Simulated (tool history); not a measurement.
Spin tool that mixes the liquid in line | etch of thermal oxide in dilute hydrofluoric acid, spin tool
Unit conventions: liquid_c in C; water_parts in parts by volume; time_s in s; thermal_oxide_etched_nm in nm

Run 1, hour 0: liquid_c 24 C, water_parts 280 parts by volume, time_s 65 s. Result: thermal_oxide_etched_nm 0.89341 nm.
Run 2, hour 6.4: liquid_c 24 C, water_parts 340 parts by volume, time_s 65 s. Result: thermal_oxide_etched_nm 0.70689 nm.
Run 3, hour 13.3: liquid_c 25 C, water_parts 320 parts by volume, time_s 65 s. Result: thermal_oxide_etched_nm 0.79572 nm.
Run 4, hour 14: liquid_c 25 C, water_parts 320 parts by volume, time_s 65 s. Result: thermal_oxide_etched_nm 0.78946 nm.
Run 5, hour 21.1: liquid_c 25 C, water_parts 320 parts by volume, time_s 65 s. Result: thermal_oxide_etched_nm 0.78814 nm.
At hour 27.4: thermometer replaced.
Run 6, hour 27.4: liquid_c 26 C, water_parts 320 parts by volume, time_s 65 s. Result: thermal_oxide_etched_nm 0.87177 nm.
Run 7, hour 32.8: liquid_c 27 C, water_parts 310 parts by volume, time_s 65 s. Result: thermal_oxide_etched_nm 0.94115 nm.
Run 8, hour 37.5: liquid_c 27.5 C, water_parts 300 parts by volume, time_s 65 s. Result: thermal_oxide_etched_nm 0.98807 nm.
Run 9, hour 40.2: liquid_c 31.5 C, water_parts 190 parts by volume, time_s 65 s. Result: thermal_oxide_etched_nm 2.0139 nm.
Run 10, hour 46.3: liquid_c 31 C, water_parts 190 parts by volume, time_s 65 s. Result: thermal_oxide_etched_nm 2.0144 nm.
Run 11, hour 52.3: liquid_c 30.5 C, water_parts 190 parts by volume, time_s 65 s. Result: thermal_oxide_etched_nm 1.9868 nm.
Run 12, hour 55.8: liquid_c 30 C, water_parts 190 parts by volume, time_s 65 s. Result: thermal_oxide_etched_nm 1.9141 nm.

For run 13, what comes out?
Run 13, hour 64.6: liquid_c 29.5 C, water_parts 190 parts by volume, time_s 65 s. Result: thermal_oxide_etched_nm ?.

Run 13 measured thermal_oxide_etched_nm 1.9467 nm.
